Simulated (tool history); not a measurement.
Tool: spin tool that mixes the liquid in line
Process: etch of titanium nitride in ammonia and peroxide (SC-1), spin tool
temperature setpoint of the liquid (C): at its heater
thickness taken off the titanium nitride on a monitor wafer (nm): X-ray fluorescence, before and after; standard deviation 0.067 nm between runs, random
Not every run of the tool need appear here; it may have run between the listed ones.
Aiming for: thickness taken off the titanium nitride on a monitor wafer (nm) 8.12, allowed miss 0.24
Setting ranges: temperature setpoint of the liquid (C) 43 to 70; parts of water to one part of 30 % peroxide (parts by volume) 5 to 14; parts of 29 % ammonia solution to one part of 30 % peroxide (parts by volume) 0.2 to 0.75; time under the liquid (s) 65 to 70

| run | day | temperature setpoint of the liquid (C) | parts of water to one part of 30 % peroxide (parts by volume) | parts of 29 % ammonia solution to one part of 30 % peroxide (parts by volume) | time under the liquid (s) | thickness taken off the titanium nitride on a monitor wafer (nm) |
|---|---|---|---|---|---|---|
| 1 | 0 | 59 | 7.5 | 0.45 | 65 | 11.063 |
| 2 | 0.075 | 57.5 | 7.5 | 0.45 | 65 | 9.7581 |
| 3 | 0.175 | 56.5 | 7.5 | 0.45 | 65 | 9.0832 |
| 4 | 0.471 | 56 | 7.5 | 0.45 | 65 | 8.873 |
| 5 | 0.767 | 52 | 7.5 | 0.45 | 65 | 6.7861 |
| 6 | 1.096 | 46 | 7.5 | 0.45 | 65 | 4.402 |
| 7 | 1.417 | 49 | 7.5 | 0.45 | 65 | 5.5164 |
| 8 | 1.65 | 51 | 7.5 | 0.45 | 65 | 6.2987 |
| 9 | 1.75 | 52.5 | 7.5 | 0.45 | 65 | 7.1499 |
| 10 | 1.888 | 53 | 7.5 | 0.45 | 65 | 7.2947 |
| 11 | 1.95 | 53.5 | 7.5 | 0.45 | 65 | 7.4618 |
| 12 | 2.317 | 54 | 7.5 | 0.45 | 65 | 7.6693 |

Consider the 4 candidate settings below. Which is the only one whose results all fall within their allowed miss of target?
| A | 2.683 | 52.5 | 6.5 | 0.45 | 70 | ? |
| B | 2.683 | 51 | 6 | 0.45 | 70 | ? |
| C | 2.683 | 52.5 | 7.5 | 0.5 | 65 | ? |
| D | 2.683 | 51.5 | 6.5 | 0.5 | 65 | ? |

| move | thickness taken off the titanium nitride on a monitor wafer (nm) |
|---|---|
| A | 8.081 |
| B | 7.5769 |
| C | 7.1139 |
| D | 7.1271 |
A: every result within its allowed miss
B: the biggest miss grows against the last run
C: the biggest miss grows against the last run
D: the biggest miss grows against the last run
A is the move that brings every result within its allowed miss.
